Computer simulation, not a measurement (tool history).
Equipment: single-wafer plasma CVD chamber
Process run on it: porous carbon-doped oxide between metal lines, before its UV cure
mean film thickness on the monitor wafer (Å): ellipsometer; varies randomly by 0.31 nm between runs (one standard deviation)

run  hour  heater temperature setpoint (K)  RF power (W)  deposition time (s)  mean film thickness on the monitor wafer (Å)
  1     0                           588.15           575                 14.9                                        765.76
  2   1.8                           588.15           655                 14.9                                        835.34
  3   9.2                           588.15           655                 14.9                                        838.29
  4  10.7                           583.15           660                 14.9                                        862.98
  5  17.9                           583.15           660                 14.9                                        862.31
  6  18.9                           580.15           660                 14.9                                        878.74
  7  26.6                           580.15           660                 14.9                                        879.27

Predict the results of run 8:
  8  28.6                           578.15           660                 14.9                                             ?

mean film thickness on the monitor wafer (Å): 888.47

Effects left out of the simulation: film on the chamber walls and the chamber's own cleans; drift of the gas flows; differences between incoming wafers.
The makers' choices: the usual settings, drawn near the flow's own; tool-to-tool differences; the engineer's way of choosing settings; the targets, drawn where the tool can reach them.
